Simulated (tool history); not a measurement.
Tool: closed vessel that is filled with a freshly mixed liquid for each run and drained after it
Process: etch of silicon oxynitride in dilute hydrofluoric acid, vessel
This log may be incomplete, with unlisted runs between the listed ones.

| run | hour | temperature setpoint of the liquid (K) | parts of water to one part of 49 % hydrofluoric acid (parts by volume) | time in the liquid (s) | thickness taken off the silicon oxynitride on a monitor wafer (Å) |
|---|---|---|---|---|---|
| 1 | 0.0 | 294.15 | 40 | 785 | 226.41 |
| 2 | 7.3 | 294.15 | 25 | 785 | 364.24 |
| 3 | 9.4 | 297.15 | 25 | 785 | 427.93 |
| 4 | 18.0 | 297.15 | 25 | 785 | 425.78 |
| 5 | 21.2 | 295.15 | 30 | 785 | 317.90 |
| 6 | 25.5 | 293.65 | 30 | 785 | 295.06 |

What does the tool deliver on the next run?
| 7 | 33.9 | 292.65 | 30 | 785 | ? |

For run 7 the tool returned thickness taken off the silicon oxynitride on a monitor wafer (Å) 280.65.

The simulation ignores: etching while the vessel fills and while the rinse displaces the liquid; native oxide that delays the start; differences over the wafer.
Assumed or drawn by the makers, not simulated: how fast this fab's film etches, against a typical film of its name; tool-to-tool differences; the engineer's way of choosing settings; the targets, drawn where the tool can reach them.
